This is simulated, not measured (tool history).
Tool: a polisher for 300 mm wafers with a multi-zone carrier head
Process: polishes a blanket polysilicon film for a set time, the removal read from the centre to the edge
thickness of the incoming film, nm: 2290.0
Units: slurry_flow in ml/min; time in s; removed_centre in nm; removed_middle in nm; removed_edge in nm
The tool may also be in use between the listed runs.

| run | hour | slurry_flow | centre_zone | middle_zone | edge_zone | time | removed_centre | removed_middle | removed_edge |
|---|---|---|---|---|---|---|---|---|---|
| 1 | 0.0 | 170 | 1.00 | 1.00 | 1.00 | 65 | 410.09 | 408.47 | 416.15 |
| 2 | 0.6 | 170 | 1.00 | 0.96 | 1.00 | 65 | 410.63 | 395.10 | 418.22 |
| 3 | 5.8 | 165 | 1.03 | 0.95 | 0.95 | 58 | 372.29 | 352.10 | 363.66 |
| 4 | 11.2 | 160 | 1.06 | 0.94 | 0.92 | 54 | 358.84 | 328.00 | 331.79 |
| 5 | 12.4 | 140 | 1.06 | 0.94 | 0.92 | 54 | 354.14 | 319.80 | 328.19 |
| 6 | 17.8 | 135 | 1.07 | 0.93 | 0.90 | 52 | 336.15 | 295.83 | 316.00 |
| 7 | 23.7 | 135 | 1.09 | 0.94 | 0.88 | 50 | 331.83 | 294.96 | 300.27 |

Run 8 comes next. What will it give?
| 8 | 30.1 | 130 | 1.10 | 0.94 | 0.86 | 49 | ? | ? | ? |

{"run 8": {"removed_centre": 319.38, "removed_middle": 280.98, "removed_edge": 290.08}}

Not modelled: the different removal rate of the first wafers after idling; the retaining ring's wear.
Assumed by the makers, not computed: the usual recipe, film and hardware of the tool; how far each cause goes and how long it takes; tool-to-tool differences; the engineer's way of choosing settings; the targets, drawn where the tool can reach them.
